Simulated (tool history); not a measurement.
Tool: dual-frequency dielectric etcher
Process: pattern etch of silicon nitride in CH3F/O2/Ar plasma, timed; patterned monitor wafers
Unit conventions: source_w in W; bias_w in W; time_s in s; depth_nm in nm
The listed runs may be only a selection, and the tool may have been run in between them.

Run 1, hour 0.0: source_w 450 W, bias_w 71 W, time_s 50.5 s. Result: depth_nm 35.098 nm.
Run 2, hour 7.3: source_w 480 W, bias_w 71 W, time_s 50.5 s. Result: depth_nm 36.437 nm.
Run 3, hour 14.8: source_w 440 W, bias_w 66 W, time_s 50.0 s. Result: depth_nm 33.574 nm.
Run 4, hour 19.9: source_w 440 W, bias_w 66 W, time_s 50.5 s. Result: depth_nm 33.906 nm.
Run 5, hour 24.0: source_w 400 W, bias_w 66 W, time_s 50.5 s. Result: depth_nm 31.686 nm.
Run 6, hour 32.3: source_w 400 W, bias_w 66 W, time_s 50.5 s. Result: depth_nm 31.693 nm.
Run 7, hour 38.9: source_w 310 W, bias_w 52 W, time_s 48.0 s. Result: depth_nm 23.634 nm.

Predict the results of run 8:
Run 8, hour 47.6: source_w 320 W, bias_w 52 W, time_s 48.0 s. Result: depth_nm ?.

Logged for run 8: depth_nm 24.202 nm.

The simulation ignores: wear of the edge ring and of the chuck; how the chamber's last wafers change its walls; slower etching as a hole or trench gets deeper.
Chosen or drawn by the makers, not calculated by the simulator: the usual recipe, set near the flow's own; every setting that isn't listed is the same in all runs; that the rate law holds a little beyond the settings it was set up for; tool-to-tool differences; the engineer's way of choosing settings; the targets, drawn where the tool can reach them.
